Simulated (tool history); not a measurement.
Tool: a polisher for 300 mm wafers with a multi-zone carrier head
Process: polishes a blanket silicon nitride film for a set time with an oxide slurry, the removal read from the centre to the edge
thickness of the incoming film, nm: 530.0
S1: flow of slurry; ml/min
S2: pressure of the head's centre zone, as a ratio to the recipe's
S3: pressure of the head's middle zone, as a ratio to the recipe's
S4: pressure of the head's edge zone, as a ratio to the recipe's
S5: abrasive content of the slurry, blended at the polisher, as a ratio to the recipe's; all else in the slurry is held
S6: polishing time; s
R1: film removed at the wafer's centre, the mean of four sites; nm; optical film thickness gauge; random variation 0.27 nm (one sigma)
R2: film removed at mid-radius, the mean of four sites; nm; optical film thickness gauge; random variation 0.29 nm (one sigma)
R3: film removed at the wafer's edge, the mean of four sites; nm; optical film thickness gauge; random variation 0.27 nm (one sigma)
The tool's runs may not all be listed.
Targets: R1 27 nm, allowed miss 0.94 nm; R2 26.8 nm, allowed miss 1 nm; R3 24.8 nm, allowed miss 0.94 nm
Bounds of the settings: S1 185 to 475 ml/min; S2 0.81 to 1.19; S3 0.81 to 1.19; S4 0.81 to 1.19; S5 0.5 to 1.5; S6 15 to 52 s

run  hour   S1    S2    S3    S4    S5  S6      R1      R2      R3
  1     0  305     1     1     1     1  33  17.295  16.611  17.312
  2   8.1  310  1.02  1.03  1.01   1.1  33  18.342      18  18.156
  3  16.2  315  1.04  1.05  1.03  1.15  33  19.479  18.632  18.653
  4  24.2  315  1.04  1.05  1.03  1.15  37  21.803  20.722  21.092
  5  27.1  320  1.05  1.07  1.04   1.2  37  22.328  22.028  21.617
  6  35.9  320  1.05  1.07  1.04   1.4  37  23.574   23.67  23.429
  7  42.1  325  1.06  1.08  1.05   1.4  37  24.208   23.78  23.199
  8    48  325  1.07  1.09  1.06   1.4  37  24.466  24.476  23.774
  9  51.2  330  1.08   1.1  1.06   1.4  37  25.131  24.328   23.76

5 next moves are on the table. One of them brings every result within its allowed miss. Which?
  A  54.4  330  1.14  0.95  1.06   1.5  37   ?   ?   ?
  B  54.4  405  1.07  1.01  0.97  1.45  40   ?   ?   ?
  C  54.4  290   1.1  1.04  1.02  1.45  39   ?   ?   ?
  D  54.4  275  0.98  0.98  1.19   1.4  41   ?   ?   ?
  E  54.4  260  1.09  1.14     1  1.45  40   ?   ?   ?

move      R1      R2      R3
   A  26.903  22.145  24.391
   B  27.339  25.179  25.125
   C  26.791  24.661  24.704
   D  24.694  24.226  27.624
   E  27.042  27.171  24.929
A: further off than the last run
B: nearer than the last run, and not there yet
C: nearer than the last run, and not there yet
D: further off than the last run
E: meets every target
Answer: E
